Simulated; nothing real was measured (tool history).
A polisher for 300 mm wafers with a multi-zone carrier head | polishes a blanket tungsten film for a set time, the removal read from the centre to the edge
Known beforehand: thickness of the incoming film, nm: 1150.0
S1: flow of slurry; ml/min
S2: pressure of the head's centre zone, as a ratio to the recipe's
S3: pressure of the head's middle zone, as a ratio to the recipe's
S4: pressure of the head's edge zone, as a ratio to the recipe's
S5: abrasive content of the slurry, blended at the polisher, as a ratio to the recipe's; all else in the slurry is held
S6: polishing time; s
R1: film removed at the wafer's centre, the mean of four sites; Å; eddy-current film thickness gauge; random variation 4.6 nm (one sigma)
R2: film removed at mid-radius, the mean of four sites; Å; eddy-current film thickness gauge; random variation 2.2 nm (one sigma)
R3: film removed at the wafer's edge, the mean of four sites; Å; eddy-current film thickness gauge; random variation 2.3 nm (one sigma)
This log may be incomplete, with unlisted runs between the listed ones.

run	hour	S1	S2	S3	S4	S5	S6	R1	R2	R3
1	0.0	195	1.00	1.00	1.00	1.00	49	2435.6	2445.5	2384.8
2	2.4	215	1.05	1.02	1.05	1.10	49	2661.8	2576.1	2516.4
3	5.0	215	1.05	1.02	1.09	1.10	49	2667.8	2586.0	2572.0
4	9.8	230	1.09	1.03	1.12	1.15	49	2826.9	2623.2	2655.3
5	10.4	230	1.09	1.03	1.12	1.05	49	2798.0	2566.7	2577.8
6	12.2	230	1.09	0.95	1.12	1.05	49	2718.4	2438.9	2550.7

Predict the results of run 7:
7	18.5	240	1.11	0.99	1.13	1.15	49	?	?	?

R1: 2901.7 Å
R2: 2568.8 Å
R3: 2665.6 Å
